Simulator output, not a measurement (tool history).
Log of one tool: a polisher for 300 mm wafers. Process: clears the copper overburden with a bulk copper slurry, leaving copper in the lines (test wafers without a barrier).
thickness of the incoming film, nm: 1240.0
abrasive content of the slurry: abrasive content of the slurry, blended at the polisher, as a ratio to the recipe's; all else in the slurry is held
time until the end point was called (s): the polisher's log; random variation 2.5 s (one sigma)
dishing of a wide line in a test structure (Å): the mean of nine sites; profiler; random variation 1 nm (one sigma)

run  hour  flow of slurry (ml/min)  pressure of the wafer on the pad (psi)  speed of the pad under the wafer (cm/s)  abrasive content of the slurry  overpolish time after the end point (s)  time until the end point was called (s)  dishing of a wide line in a test structure (Å)
  1   0.0                      145                                     2.7                                      130                             1.0                                       11                                   128.43                                          648.37
  2   8.8                      145                                     2.6                                      130                             1.0                                       10                                   133.11                                          577.36
  3  11.4                      145                                     2.5                                      130                             1.0                                       10                                   134.56                                          581.05
  4  15.6                      145                                     2.5                                      130                             1.2                                       10                                   128.13                                          593.38
  5  20.3                      120                                     2.5                                      130                             1.2                                       10                                   136.32                                          592.87
  6  22.3                      120                                     2.4                                      130                             1.2                                       10                                   138.31                                          531.68
  7  30.5                      120                                     2.3                                      130                             1.2                                       10                                   144.32                                          532.09

The next listed run, before its measurement:
  8  32.0                      120                                     2.2                                      130                             1.2                                       10                                        ?                                               ?

{"run 8": {"time until the end point was called (s)": 150.93, "dishing of a wide line in a test structure (Å)": 534.7}}

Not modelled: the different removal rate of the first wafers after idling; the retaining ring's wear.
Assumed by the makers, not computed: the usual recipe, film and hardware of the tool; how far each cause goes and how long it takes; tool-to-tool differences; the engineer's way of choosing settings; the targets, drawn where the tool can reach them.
